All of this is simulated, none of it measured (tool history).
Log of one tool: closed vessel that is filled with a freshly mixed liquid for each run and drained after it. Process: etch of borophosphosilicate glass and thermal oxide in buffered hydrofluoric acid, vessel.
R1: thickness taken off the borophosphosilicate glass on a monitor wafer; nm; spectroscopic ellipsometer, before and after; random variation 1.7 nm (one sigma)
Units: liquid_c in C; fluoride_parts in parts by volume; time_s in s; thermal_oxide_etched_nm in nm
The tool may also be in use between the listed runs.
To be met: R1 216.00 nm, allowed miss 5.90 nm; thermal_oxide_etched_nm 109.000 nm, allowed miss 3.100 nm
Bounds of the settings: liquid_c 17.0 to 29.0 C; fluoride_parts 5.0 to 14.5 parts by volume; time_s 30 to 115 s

{"run": 1, "day": 0.0, "liquid_c": 21.0, "fluoride_parts": 9.0, "time_s": 60, "R1": 108.4, "thermal_oxide_etched_nm": 53.597}
{"run": 2, "day": 0.208, "liquid_c": 21.0, "fluoride_parts": 9.0, "time_s": 70, "R1": 124.57, "thermal_oxide_etched_nm": 63.695}
{"run": 3, "day": 0.275, "liquid_c": 19.5, "fluoride_parts": 9.0, "time_s": 70, "R1": 114.3, "thermal_oxide_etched_nm": 58.873}
{"run": 4, "day": 0.429, "liquid_c": 21.0, "fluoride_parts": 8.5, "time_s": 70, "R1": 134.46, "thermal_oxide_etched_nm": 66.765}
{"run": 5, "day": 0.796, "liquid_c": 24.0, "fluoride_parts": 8.5, "time_s": 70, "R1": 156.75, "thermal_oxide_etched_nm": 79.308}
{"run": 6, "day": 0.875, "liquid_c": 26.0, "fluoride_parts": 8.5, "time_s": 70, "R1": 174.85, "thermal_oxide_etched_nm": 87.215}
{"run": 7, "day": 1.079, "liquid_c": 26.5, "fluoride_parts": 8.5, "time_s": 70, "R1": 180.27, "thermal_oxide_etched_nm": 90.013}
{"run": 8, "day": 1.438, "liquid_c": 27.0, "fluoride_parts": 8.5, "time_s": 70, "R1": 185.64, "thermal_oxide_etched_nm": 92.679}
{"run": 9, "day": 1.508, "liquid_c": 27.5, "fluoride_parts": 8.5, "time_s": 70, "R1": 192.54, "thermal_oxide_etched_nm": 94.211}
{"run": 10, "day": 1.817, "liquid_c": 28.0, "fluoride_parts": 8.0, "time_s": 70, "R1": 209.1, "thermal_oxide_etched_nm": 104.58}

4 next moves are on the table. One of them brings every result within its allowed miss. Which?
{"run": "A", "day": 2.125, "liquid_c": 28.5, "fluoride_parts": 9.5, "time_s": 75, "R1": "?", "thermal_oxide_etched_nm": "?"}
{"run": "B", "day": 2.125, "liquid_c": 26.5, "fluoride_parts": 7.5, "time_s": 70, "R1": "?", "thermal_oxide_etched_nm": "?"}
{"run": "C", "day": 2.125, "liquid_c": 27.5, "fluoride_parts": 7.5, "time_s": 65, "R1": "?", "thermal_oxide_etched_nm": "?"}
{"run": "D", "day": 2.125, "liquid_c": 23.5, "fluoride_parts": 6.5, "time_s": 75, "R1": "?", "thermal_oxide_etched_nm": "?"}

move=A R1=194.91 thermal_oxide_etched_nm=96.789
move=B R1=206.82 thermal_oxide_etched_nm=102.350
move=C R1=202.45 thermal_oxide_etched_nm=100.250
move=D R1=217.36 thermal_oxide_etched_nm=107.110
A: further off than the last run
B: further off than the last run
C: further off than the last run
D: meets every target
Answer: D

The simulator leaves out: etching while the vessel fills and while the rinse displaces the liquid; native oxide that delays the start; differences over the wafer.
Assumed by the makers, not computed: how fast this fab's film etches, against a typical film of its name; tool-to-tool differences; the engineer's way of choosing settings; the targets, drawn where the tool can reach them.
